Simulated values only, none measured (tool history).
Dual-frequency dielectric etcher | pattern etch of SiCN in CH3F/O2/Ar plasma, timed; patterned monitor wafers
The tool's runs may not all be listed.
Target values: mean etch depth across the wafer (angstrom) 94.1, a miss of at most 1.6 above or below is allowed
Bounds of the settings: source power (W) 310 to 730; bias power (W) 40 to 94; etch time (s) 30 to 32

| run | hour | source power (W) | bias power (W) | etch time (s) | mean etch depth across the wafer (angstrom) |
|---|---|---|---|---|---|
| 1 | 0 | 520 | 67 | 32 | 119.94 |
| 2 | 0.8 | 570 | 67 | 32 | 125.65 |
| 3 | 3 | 570 | 67 | 32 | 126.12 |
| 4 | 5.9 | 570 | 73 | 32 | 130.21 |
| 5 | 9.5 | 570 | 78 | 32 | 132.16 |
| 6 | 18 | 510 | 72 | 31.5 | 118.09 |
| 7 | 23.1 | 470 | 71 | 31.5 | 111.69 |
| 8 | 29.3 | 470 | 71 | 31.5 | 112.4 |
| 9 | 36.5 | 440 | 71 | 31.5 | 107.42 |
| 10 | 44.6 | 440 | 71 | 31.5 | 106.96 |
| 11 | 52.4 | 420 | 71 | 31.5 | 103.35 |
|  | 55.1 | bias power generator calibrated |
| 12 | 55.1 | 400 | 71 | 31.5 | 102 |

Which single option among these 5 for the next run brings every result within its allowed miss of target? Just one does.
| A | 57.8 | 370 | 71 | 30 | ? |
| B | 57.8 | 420 | 57 | 30 | ? |
| C | 57.8 | 470 | 72 | 30.5 | ? |
| D | 57.8 | 450 | 74 | 31 | ? |
| E | 57.8 | 430 | 75 | 31.5 | ? |

| move | mean etch depth across the wafer (angstrom) |
|---|---|
| A | 91.334 |
| B | 93.935 |
| C | 110.51 |
| D | 110.11 |
| E | 108.96 |
A: carries the result that was furthest off beyond its target, to the other side
B: each result inside its tolerance
C: further off than the last run
D: further off than the last run
E: further off than the last run
B meets every target.
